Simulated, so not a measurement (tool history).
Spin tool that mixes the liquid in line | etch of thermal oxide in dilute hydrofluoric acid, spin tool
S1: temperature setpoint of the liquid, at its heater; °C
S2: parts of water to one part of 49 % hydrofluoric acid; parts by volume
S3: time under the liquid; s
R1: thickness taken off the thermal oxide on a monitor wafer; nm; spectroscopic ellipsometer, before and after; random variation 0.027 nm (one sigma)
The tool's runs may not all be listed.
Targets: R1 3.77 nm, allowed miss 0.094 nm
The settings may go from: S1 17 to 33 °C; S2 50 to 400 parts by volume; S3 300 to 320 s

{"run": 1, "hour": 0.0, "S1": 25, "S2": 225, "S3": 300, "R1": 6.318}
{"run": 2, "hour": 1.6, "S1": 25, "S2": 260, "S3": 300, "R1": 5.2717}
{"run": 3, "hour": 9.6, "S1": 26.5, "S2": 260, "S3": 300, "R1": 5.5192}
{"run": 4, "hour": 11.1, "S1": 26.5, "S2": 230, "S3": 300, "R1": 6.5189}
{"run": 5, "hour": 15.4, "S1": 26.5, "S2": 290, "S3": 300, "R1": 4.8288}
{"run": 6, "hour": 23.9, "S1": 26.5, "S2": 290, "S3": 320, "R1": 5.1546}
{"run": 7, "hour": 25.3, "S1": 24, "S2": 290, "S3": 320, "R1": 4.677}
{"run": 8, "hour": 32.6, "S1": 22.5, "S2": 290, "S3": 320, "R1": 4.4746}

4 next moves are on the table. One of them brings every result within its allowed miss. Which?
{"run": "A", "hour": 39.9, "S1": 22, "S2": 325, "S3": 300, "R1": "?"}
{"run": "B", "hour": 39.9, "S1": 25, "S2": 280, "S3": 315, "R1": "?"}
{"run": "C", "hour": 39.9, "S1": 28, "S2": 360, "S3": 320, "R1": "?"}
{"run": "D", "hour": 39.9, "S1": 24, "S2": 325, "S3": 300, "R1": "?"}

move=A R1=3.5479
move=B R1=5.0136
move=C R1=4.0386
move=D R1=3.8027
A: takes the result that was furthest off past its target
B: further off than the last run
C: nearer than the last run, and not there yet
D: meets every target
Answer: D

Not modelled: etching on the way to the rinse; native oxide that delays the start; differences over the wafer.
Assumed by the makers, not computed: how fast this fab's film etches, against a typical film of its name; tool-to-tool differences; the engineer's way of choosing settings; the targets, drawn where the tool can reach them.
